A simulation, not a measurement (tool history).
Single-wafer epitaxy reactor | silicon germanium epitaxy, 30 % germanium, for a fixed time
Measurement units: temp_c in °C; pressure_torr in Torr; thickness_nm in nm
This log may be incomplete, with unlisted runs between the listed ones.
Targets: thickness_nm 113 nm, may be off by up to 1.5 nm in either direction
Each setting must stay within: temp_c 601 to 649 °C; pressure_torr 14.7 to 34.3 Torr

{"run": 1, "day": 0.0, "temp_c": 625, "pressure_torr": 24.5, "thickness_nm": 99.254}
{"run": 2, "day": 0.042, "temp_c": 627, "pressure_torr": 24.5, "thickness_nm": 102.36}
{"run": 3, "day": 0.204, "temp_c": 629, "pressure_torr": 24.5, "thickness_nm": 106.5}
{"run": 4, "day": 0.512, "temp_c": 629, "pressure_torr": 22.4, "thickness_nm": 103.32}
{"run": 5, "day": 0.679, "temp_c": 621, "pressure_torr": 22.4, "thickness_nm": 89.06}
{"run": 6, "day": 0.892, "temp_c": 625, "pressure_torr": 22.5, "thickness_nm": 96.229}
{"run": 7, "day": 0.979, "temp_c": 635, "pressure_torr": 22.6, "thickness_nm": 116.36}
{"run": 8, "day": 1.221, "temp_c": 635, "pressure_torr": 22.6, "thickness_nm": 115.91}

Pick the move, out of 4, that brings all results within their allowed miss; only one does.
{"run": "A", "day": 1.462, "temp_c": 634, "pressure_torr": 23.7, "thickness_nm": "?"}
{"run": "B", "day": 1.462, "temp_c": 633, "pressure_torr": 21.2, "thickness_nm": "?"}
{"run": "C", "day": 1.462, "temp_c": 638, "pressure_torr": 19.4, "thickness_nm": "?"}
{"run": "D", "day": 1.462, "temp_c": 633, "pressure_torr": 23.5, "thickness_nm": "?"}

move=A thickness_nm=115.6
move=B thickness_nm=109.8
move=C thickness_nm=117.35
move=D thickness_nm=113.2
A: nearer the targets than the last run, but a result is still out of spec
B: takes the result that was furthest off past its target
C: misses by more than the last run did
D: meets every target
The move that meets every target is D.
